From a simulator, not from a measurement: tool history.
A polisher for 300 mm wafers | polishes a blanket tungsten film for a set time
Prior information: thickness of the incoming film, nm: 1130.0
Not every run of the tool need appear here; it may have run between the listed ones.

run	hour	flow of slurry (ml/min)	pressure of the wafer on the pad (kPa)	speed of the pad under the wafer (cm/s)	abrasive content of the slurry	polishing time (s)	film removed (Å)
1	0	150	29	90	1	23	874.52
2	8.3	150	31.7	90	1	23	950.63
3	13.5	150	29.6	90	1	23	886.97
4	19.6	150	29.6	90	1	23	884.4
5	25.8	150	28.3	90	1	23	851.35
6	32.6	180	28.3	90	1	23	915.07
7	33.6	175	26.9	90	1	23	874.61
8	39.1	170	25.5	90	1	23	856.65
9	41.6	165	24.1	90	1	23	812.57
10	46.8	160	22.8	90	1	23	783.96

The next listed run, before its measurement:
# hour 52.1: slurry nozzle cleaned
11	52.1	155	21.4	90	1	23	?

film removed (Å): 783.42
